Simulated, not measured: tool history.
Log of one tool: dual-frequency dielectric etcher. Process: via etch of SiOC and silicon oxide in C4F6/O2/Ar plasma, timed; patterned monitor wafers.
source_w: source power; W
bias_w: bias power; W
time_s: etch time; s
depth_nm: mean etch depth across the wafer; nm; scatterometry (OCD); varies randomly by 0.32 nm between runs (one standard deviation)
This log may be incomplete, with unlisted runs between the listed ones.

run 1 hour=0 | source_w=410 bias_w=148 time_s=108 | depth_nm=117.43
run 2 hour=6.8 | source_w=380 bias_w=139 time_s=108 | depth_nm=111.69
run 3 hour=9.8 | source_w=360 bias_w=133 time_s=108 | depth_nm=107.24
run 4 hour=11.1 | source_w=340 bias_w=129 time_s=108 | depth_nm=103.7
-- hour=15.9 bias power generator calibrated
run 5 hour=15.9 | source_w=320 bias_w=126 time_s=108 | depth_nm=101.14
run 6 hour=19.3 | source_w=310 bias_w=123 time_s=108 | depth_nm=99.27

Run 7, settings as shown, results not yet in. Your forecast:
run 7 hour=23.8 | source_w=300 bias_w=121 time_s=108 | depth_nm=?

{"run 7": {"depth_nm": 97.256}}

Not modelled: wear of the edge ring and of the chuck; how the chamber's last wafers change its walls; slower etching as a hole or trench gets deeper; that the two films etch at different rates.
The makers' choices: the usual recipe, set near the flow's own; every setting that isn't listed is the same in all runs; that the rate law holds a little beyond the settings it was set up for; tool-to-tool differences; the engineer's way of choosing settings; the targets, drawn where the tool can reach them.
